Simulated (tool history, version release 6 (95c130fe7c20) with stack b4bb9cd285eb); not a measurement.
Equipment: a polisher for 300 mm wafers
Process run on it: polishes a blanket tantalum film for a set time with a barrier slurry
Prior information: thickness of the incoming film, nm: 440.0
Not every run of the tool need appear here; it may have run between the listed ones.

run,hour,flow of slurry (ml/min),pressure of the wafer on the pad (psi),speed of the pad under the wafer (m/s),abrasive content of the slurry,polishing time (s),film removed (Å)
1,0,200,2,1.16,1,41,724.56
2,4.6,200,2.3,1.16,1,41,789.28
3,6.4,200,2,1.16,1,41,727.2
4,12.6,220,2,1.16,1,41,746.02
5,18,220,2,1.16,0.9,41,701.89
6,23.8,220,2,1.38,0.9,41,828.33
# hour 24.7: slurry nozzle cleaned
7,24.7,215,1.7,1.36,0.9,41,779.21
8,31.6,215,1.5,1.28,0.9,41,681.72

The next listed run, before its measurement:
9,40,215,1.3,1.24,0.9,41,?

Run 9 produced film removed (Å) 593.24.
